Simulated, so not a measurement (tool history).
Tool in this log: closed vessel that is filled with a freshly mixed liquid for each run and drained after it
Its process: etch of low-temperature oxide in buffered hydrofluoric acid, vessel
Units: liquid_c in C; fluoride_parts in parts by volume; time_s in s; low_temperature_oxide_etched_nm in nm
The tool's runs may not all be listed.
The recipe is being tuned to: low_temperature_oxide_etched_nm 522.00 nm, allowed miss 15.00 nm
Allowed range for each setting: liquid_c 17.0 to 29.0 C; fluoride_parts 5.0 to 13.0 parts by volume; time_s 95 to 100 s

| run | hour | liquid_c | fluoride_parts | time_s | low_temperature_oxide_etched_nm |
|---|---|---|---|---|---|
| 1 | 0.0 | 21.0 | 8.0 | 95 | 247.89 |
| 2 | 3.5 | 24.0 | 8.0 | 95 | 298.49 |
| 3 | 5.9 | 24.0 | 9.5 | 95 | 251.76 |
| 4 | 8.7 | 21.0 | 9.5 | 95 | 214.33 |
| 5 | 15.4 | 21.0 | 10.5 | 95 | 197.16 |
| 6 | 16.7 | 21.0 | 9.0 | 95 | 223.41 |
| 7 | 21.7 | 23.5 | 8.0 | 95 | 289.94 |
| 8 | 25.8 | 25.0 | 7.0 | 95 | 366.27 |
| 9 | 26.7 | 26.0 | 6.5 | 95 | 409.31 |
| 10 | 30.2 | 27.0 | 6.5 | 95 | 428.13 |
| 11 | 37.8 | 29.0 | 5.5 | 95 | 548.87 |
| 12 | 42.1 | 29.0 | 5.5 | 95 | 550.91 |

Which of these 5 next moves meets every target?
| A | 46.4 | 28.5 | 5.0 | 100 | ? |
| B | 46.4 | 29.0 | 5.0 | 95 | ? |
| C | 46.4 | 27.5 | 5.0 | 100 | ? |
| D | 46.4 | 29.0 | 5.5 | 100 | ? |
| E | 46.4 | 28.0 | 5.5 | 95 | ? |

| move | low_temperature_oxide_etched_nm |
|---|---|
| A | 604.95 |
| B | 590.04 |
| C | 573.75 |
| D | 573.14 |
| E | 516.48 |
A: its largest miss is bigger than the last run's
B: its largest miss is bigger than the last run's
C: its largest miss is bigger than the last run's
D: its largest miss is bigger than the last run's
E: all results land within tolerance of their targets
E meets every target.
